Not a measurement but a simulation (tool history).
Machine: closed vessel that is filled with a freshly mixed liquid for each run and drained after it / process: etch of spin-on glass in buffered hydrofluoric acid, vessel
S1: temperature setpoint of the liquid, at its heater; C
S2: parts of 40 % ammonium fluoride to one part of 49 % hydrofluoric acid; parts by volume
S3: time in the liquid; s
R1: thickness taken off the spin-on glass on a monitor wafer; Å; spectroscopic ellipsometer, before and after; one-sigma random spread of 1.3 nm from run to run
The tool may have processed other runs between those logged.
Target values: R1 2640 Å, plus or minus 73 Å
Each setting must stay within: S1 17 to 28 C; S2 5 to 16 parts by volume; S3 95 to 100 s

run,hour,S1,S2,S3,R1
1,0,20,9.5,95,3686.1
2,5.8,19,10,95,3389.9
3,12.5,18.5,10.5,95,3131.5
4,15.6,17,10.5,95,2916.5
# hour 16.3: thermometer replaced
5,16.3,18.5,10.5,95,2893.7
6,23.9,18.5,10.5,100,3010.3
7,28.5,18,10.5,100,2945.6
8,36.3,17.5,10.5,100,2871.2

Pick the move, out of 4, that brings all results within their allowed miss; only one does.
A,44.1,17.5,11.5,100,?
B,44.1,19.5,11,100,?
C,44.1,17,11,95,?
D,44.1,20,10.5,100,?

move,R1
A,2605.6
B,3047.2
C,2512.5
D,3279.3
A: in spec on every target
B: misses by more than the last run did
C: moves the result that the last run missed by most past its target, out the other side
D: misses by more than the last run did
The move that meets every target is A.
